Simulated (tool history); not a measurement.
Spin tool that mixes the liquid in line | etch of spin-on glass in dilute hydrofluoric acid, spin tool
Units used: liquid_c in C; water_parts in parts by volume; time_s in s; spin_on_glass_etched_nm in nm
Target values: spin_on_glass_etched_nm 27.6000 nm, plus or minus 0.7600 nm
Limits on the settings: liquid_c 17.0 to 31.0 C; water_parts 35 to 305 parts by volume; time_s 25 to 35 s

run	hour	liquid_c	water_parts	time_s	spin_on_glass_etched_nm
1	0.0	23.0	170	35	12.2180
2	2.9	23.0	170	25	8.9076
3	10.5	19.5	170	25	7.7236
4	17.7	23.0	170	25	8.7986
5	26.7	23.0	140	25	11.1170
6	33.4	25.0	120	25	14.2330
7	37.1	26.5	105	25	17.6510
8	44.7	27.5	100	25	19.0290
9	45.4	28.5	95	25	21.4770
10	48.4	29.0	90	25	22.9540
11	51.3	29.5	90	25	23.6330
12	59.4	30.0	90	25	24.0120
13	67.6	30.0	85	25	25.3450
14	70.1	30.5	85	25	25.8330
15	76.8	31.0	80	25	28.5780

Which of these 4 next moves meets every target?
A	83.5	30.0	75	25	?
B	83.5	31.0	75	25	?
C	83.5	31.0	105	35	?
D	83.5	31.0	110	35	?

move	spin_on_glass_etched_nm
A	29.6320
B	30.7850
C	29.4560
D	27.9170
A: moves away from the targets compared with the last run
B: moves away from the targets compared with the last run
C: moves away from the targets compared with the last run
D: every result lands within tolerance
D is the move that brings every result within its allowed miss.
